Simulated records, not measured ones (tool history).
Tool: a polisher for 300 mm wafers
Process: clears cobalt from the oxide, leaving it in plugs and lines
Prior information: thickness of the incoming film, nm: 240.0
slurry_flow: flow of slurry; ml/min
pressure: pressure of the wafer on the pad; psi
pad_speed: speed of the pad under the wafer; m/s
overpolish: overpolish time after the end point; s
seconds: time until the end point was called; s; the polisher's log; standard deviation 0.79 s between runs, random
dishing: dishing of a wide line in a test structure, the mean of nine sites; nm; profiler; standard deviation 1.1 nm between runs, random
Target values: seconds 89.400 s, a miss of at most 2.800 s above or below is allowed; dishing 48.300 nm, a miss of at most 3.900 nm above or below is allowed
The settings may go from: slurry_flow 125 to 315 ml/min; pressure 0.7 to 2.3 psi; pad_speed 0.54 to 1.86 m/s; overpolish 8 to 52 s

run	hour	slurry_flow	pressure	pad_speed	overpolish	seconds	dishing
1	0.0	205	1.5	1.18	26	51.233	66.825
2	2.3	160	1.5	1.18	26	53.613	66.094
3	8.9	155	1.2	1.18	22	64.449	54.249
4	12.3	150	1.0	1.18	24	75.102	54.452
5	18.9	145	0.9	1.18	23	81.320	50.492
6	23.8	145	0.9	1.18	32	81.670	59.167
7	28.3	145	0.9	1.18	29	80.978	55.819
8	31.4	145	0.8	1.18	27	87.106	52.489

4 next moves are on the table. One of them brings every result within its allowed miss. Which?
A	34.5	165	0.8	1.08	25	?	?
B	34.5	125	0.9	1.00	25	?	?
C	34.5	200	0.9	1.00	24	?	?
D	34.5	160	0.8	1.06	24	?	?

move	seconds	dishing
A	93.278	49.726
B	98.223	48.262
C	89.584	49.709
D	95.528	47.911
A: meets the target for the result that was furthest off, but another lies outside its allowed miss
B: meets the target for the result that was furthest off, but another lies outside its allowed miss
C: every result lands within tolerance
D: meets the target for the result that was furthest off, but another lies outside its allowed miss
Go with C: it meets all targets.

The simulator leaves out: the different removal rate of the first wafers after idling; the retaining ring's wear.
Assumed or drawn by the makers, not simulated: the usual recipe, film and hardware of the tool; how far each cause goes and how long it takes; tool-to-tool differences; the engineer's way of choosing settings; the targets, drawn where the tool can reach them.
